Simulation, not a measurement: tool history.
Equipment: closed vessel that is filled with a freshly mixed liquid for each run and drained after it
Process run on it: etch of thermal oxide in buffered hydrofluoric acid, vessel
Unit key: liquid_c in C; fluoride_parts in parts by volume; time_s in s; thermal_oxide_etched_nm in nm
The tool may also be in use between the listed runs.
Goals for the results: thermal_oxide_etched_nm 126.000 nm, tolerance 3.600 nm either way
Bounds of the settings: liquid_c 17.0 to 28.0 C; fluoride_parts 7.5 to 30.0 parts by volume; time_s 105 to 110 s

run,day,liquid_c,fluoride_parts,time_s,thermal_oxide_etched_nm
1,0.000,20.0,20.5,105,41.140
2,0.208,20.0,20.5,110,43.709
3,0.417,22.0,17.0,110,58.587
4,0.771,22.0,14.5,110,67.885
5,0.958,22.0,14.5,110,67.532
6,1.046,20.0,14.5,110,60.900
7,1.246,22.0,13.0,110,74.974
8,1.475,23.5,12.0,110,89.217
9,1.617,24.5,12.0,110,93.958
10,1.858,24.5,12.0,110,94.210
# day 1.896: thermometer replaced
11,1.896,25.5,11.5,110,111.950
12,1.996,26.0,11.5,110,115.570
13,2.083,26.5,11.5,110,120.180

Which single option among these 5 for the next run brings every result within its allowed miss of target? Just one does.
A,2.171,24.5,8.5,105,?
B,2.171,26.0,9.0,105,?
C,2.171,28.0,11.0,110,?
D,2.171,22.5,8.5,110,?
E,2.171,28.0,10.5,105,?

move,thermal_oxide_etched_nm
A,131.800
B,134.330
C,133.590
D,123.770
E,133.430
A: moves the result that the last run missed by most past its target, out the other side
B: moves the result that the last run missed by most past its target, out the other side
C: moves the result that the last run missed by most past its target, out the other side
D: all results in spec
E: moves the result that the last run missed by most past its target, out the other side
Answer: D
